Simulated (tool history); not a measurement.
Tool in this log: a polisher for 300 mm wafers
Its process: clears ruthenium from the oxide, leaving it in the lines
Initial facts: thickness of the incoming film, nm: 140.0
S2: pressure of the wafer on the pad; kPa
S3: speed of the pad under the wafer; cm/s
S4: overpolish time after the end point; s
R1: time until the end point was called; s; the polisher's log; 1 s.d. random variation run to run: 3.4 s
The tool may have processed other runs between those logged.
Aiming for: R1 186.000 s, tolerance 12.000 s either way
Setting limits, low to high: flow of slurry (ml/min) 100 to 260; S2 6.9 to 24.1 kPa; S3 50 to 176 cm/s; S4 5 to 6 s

{"run": 1, "day": 0.0, "flow of slurry (ml/min)": 165, "S2": 15.2, "S3": 112, "S4": 6, "R1": 121.39}
{"run": 2, "day": 0.358, "flow of slurry (ml/min)": 205, "S2": 15.2, "S3": 112, "S4": 6, "R1": 116.47}
{"run": 3, "day": 0.488, "flow of slurry (ml/min)": 205, "S2": 15.2, "S3": 132, "S4": 6, "R1": 98.871}
{"run": 4, "day": 0.688, "flow of slurry (ml/min)": 205, "S2": 15.2, "S3": 132, "S4": 5, "R1": 98.977}
{"run": 5, "day": 1.042, "flow of slurry (ml/min)": 240, "S2": 15.2, "S3": 132, "S4": 5, "R1": 96.894}
{"run": 6, "day": 1.346, "flow of slurry (ml/min)": 240, "S2": 12.4, "S3": 126, "S4": 5, "R1": 117.42}
{"run": 7, "day": 1.45, "flow of slurry (ml/min)": 240, "S2": 10.3, "S3": 120, "S4": 5, "R1": 133.09}
{"run": 8, "day": 1.629, "flow of slurry (ml/min)": 240, "S2": 9.0, "S3": 112, "S4": 5, "R1": 155.21}
{"run": 9, "day": 1.896, "flow of slurry (ml/min)": 240, "S2": 8.3, "S3": 110, "S4": 5, "R1": 165.84}

Exactly one of the 5 candidate moves below puts every result within its allowed miss. Which one?
{"run": "A", "day": 2.162, "flow of slurry (ml/min)": 240, "S2": 9.0, "S3": 122, "S4": 5, "R1": "?"}
{"run": "B", "day": 2.162, "flow of slurry (ml/min)": 245, "S2": 9.7, "S3": 120, "S4": 5, "R1": "?"}
{"run": "C", "day": 2.162, "flow of slurry (ml/min)": 255, "S2": 6.9, "S3": 96, "S4": 6, "R1": "?"}
{"run": "D", "day": 2.162, "flow of slurry (ml/min)": 250, "S2": 8.3, "S3": 114, "S4": 5, "R1": "?"}
{"run": "E", "day": 2.162, "flow of slurry (ml/min)": 205, "S2": 6.9, "S3": 106, "S4": 5, "R1": "?"}

move=A R1=146.540
move=B R1=142.840
move=C R1=208.790
move=D R1=162.340
move=E R1=194.610
A: its largest miss is bigger than the last run's
B: its largest miss is bigger than the last run's
C: pushes the last run's worst result past its target
D: its largest miss is bigger than the last run's
E: meets every target
Move E is the one to make.
